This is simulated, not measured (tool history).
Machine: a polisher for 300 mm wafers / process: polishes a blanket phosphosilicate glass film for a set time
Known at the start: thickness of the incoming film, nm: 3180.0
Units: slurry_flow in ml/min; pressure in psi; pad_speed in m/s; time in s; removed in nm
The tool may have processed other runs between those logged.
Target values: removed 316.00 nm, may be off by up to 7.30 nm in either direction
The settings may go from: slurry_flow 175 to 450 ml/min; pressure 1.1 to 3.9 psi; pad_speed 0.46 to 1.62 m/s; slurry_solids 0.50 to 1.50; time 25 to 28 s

Run 1, hour 0.0: slurry_flow 290 ml/min, pressure 2.5 psi, pad_speed 1.04 m/s, slurry_solids 1.00, time 28 s. Result: removed 227.15 nm.
Run 2, hour 6.5: slurry_flow 290 ml/min, pressure 2.6 psi, pad_speed 1.04 m/s, slurry_solids 1.00, time 28 s. Result: removed 231.49 nm.
Run 3, hour 9.3: slurry_flow 290 ml/min, pressure 2.6 psi, pad_speed 0.86 m/s, slurry_solids 1.00, time 28 s. Result: removed 205.73 nm.
Run 4, hour 14.8: slurry_flow 290 ml/min, pressure 2.6 psi, pad_speed 0.86 m/s, slurry_solids 1.00, time 28 s. Result: removed 207.92 nm.
Run 5, hour 17.9: slurry_flow 290 ml/min, pressure 2.7 psi, pad_speed 0.86 m/s, slurry_solids 1.00, time 28 s. Result: removed 215.72 nm.
Run 6, hour 19.5: slurry_flow 290 ml/min, pressure 2.7 psi, pad_speed 0.86 m/s, slurry_solids 1.20, time 28 s. Result: removed 230.54 nm.
Run 7, hour 24.0: slurry_flow 310 ml/min, pressure 3.4 psi, pad_speed 0.86 m/s, slurry_solids 1.20, time 28 s. Result: removed 278.51 nm.
Run 8, hour 26.9: slurry_flow 310 ml/min, pressure 3.5 psi, pad_speed 0.86 m/s, slurry_solids 1.20, time 28 s. Result: removed 287.10 nm.
Run 9, hour 32.5: slurry_flow 310 ml/min, pressure 3.7 psi, pad_speed 0.86 m/s, slurry_solids 1.20, time 28 s. Result: removed 303.21 nm.

Of the 5 settings listed for the next run, only one would bring every result within its allowed miss of target. Which one?
Run A, hour 38.1: slurry_flow 280 ml/min, pressure 3.8 psi, pad_speed 1.00 m/s, slurry_solids 1.15, time 25 s. Result: removed ?.
Run B, hour 38.1: slurry_flow 300 ml/min, pressure 3.5 psi, pad_speed 0.90 m/s, slurry_solids 1.20, time 27 s. Result: removed ?.
Run C, hour 38.1: slurry_flow 345 ml/min, pressure 3.2 psi, pad_speed 1.02 m/s, slurry_solids 1.30, time 25 s. Result: removed ?.
Run D, hour 38.1: slurry_flow 255 ml/min, pressure 3.9 psi, pad_speed 0.82 m/s, slurry_solids 1.30, time 27 s. Result: removed ?.
Run E, hour 38.1: slurry_flow 370 ml/min, pressure 3.2 psi, pad_speed 1.10 m/s, slurry_solids 1.45, time 26 s. Result: removed ?.

move  removed
   A   295.07
   B   284.88
   C   274.27
   D   300.39
   E   312.20
A: moves away from the targets compared with the last run
B: moves away from the targets compared with the last run
C: moves away from the targets compared with the last run
D: moves away from the targets compared with the last run
E: every result lands within tolerance
E is the move that brings every result within its allowed miss.

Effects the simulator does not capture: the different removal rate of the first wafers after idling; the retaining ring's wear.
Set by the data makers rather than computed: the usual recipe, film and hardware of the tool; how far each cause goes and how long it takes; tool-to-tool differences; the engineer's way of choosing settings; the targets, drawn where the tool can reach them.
